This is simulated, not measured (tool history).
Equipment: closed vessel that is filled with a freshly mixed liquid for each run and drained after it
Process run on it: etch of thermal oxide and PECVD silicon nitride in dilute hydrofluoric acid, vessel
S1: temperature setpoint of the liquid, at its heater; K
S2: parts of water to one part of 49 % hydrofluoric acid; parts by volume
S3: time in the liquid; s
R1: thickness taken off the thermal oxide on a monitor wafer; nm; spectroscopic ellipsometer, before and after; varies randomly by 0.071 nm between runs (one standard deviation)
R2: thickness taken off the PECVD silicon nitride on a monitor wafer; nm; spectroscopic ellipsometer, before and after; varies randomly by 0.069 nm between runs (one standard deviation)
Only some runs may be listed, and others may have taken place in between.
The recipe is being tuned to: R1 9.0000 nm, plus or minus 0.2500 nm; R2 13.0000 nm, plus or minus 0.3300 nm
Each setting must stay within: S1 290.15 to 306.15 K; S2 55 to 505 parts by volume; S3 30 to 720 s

run	hour	S1	S2	S3	R1	R2
1	0.0	298.15	280	370	4.3656	8.0844
2	2.8	299.15	280	370	4.5418	8.5585
3	4.5	299.15	350	370	3.3891	6.7789
4	10.6	299.15	260	370	4.9819	9.2027
5	15.2	300.65	260	370	5.2342	9.9878
6	20.2	300.65	165	370	9.2024	15.9770
7	25.3	299.65	155	365	9.4279	15.6410
8	27.3	298.65	150	365	9.4838	15.1370
9	31.3	298.15	150	365	9.3068	14.7700
10	36.0	294.65	125	350	9.7680	13.5810

Of the 5 settings listed for the next run, only one would bring every result within its allowed miss of target. Which one?
A	40.7	293.15	120	360	?	?
B	40.7	294.15	120	335	?	?
C	40.7	295.65	135	365	?	?
D	40.7	293.65	170	485	?	?
E	40.7	291.65	135	480	?	?

move	R1	R2
A	9.9747	13.1950
B	9.6624	13.1310
C	9.7551	14.0750
D	9.1545	13.0870
E	10.9420	14.1760
A: further off than the last run
B: moves toward the targets from the last run without getting all of them in spec
C: further off than the last run
D: each result inside its tolerance
E: further off than the last run
Correct choice: D, which meets every target
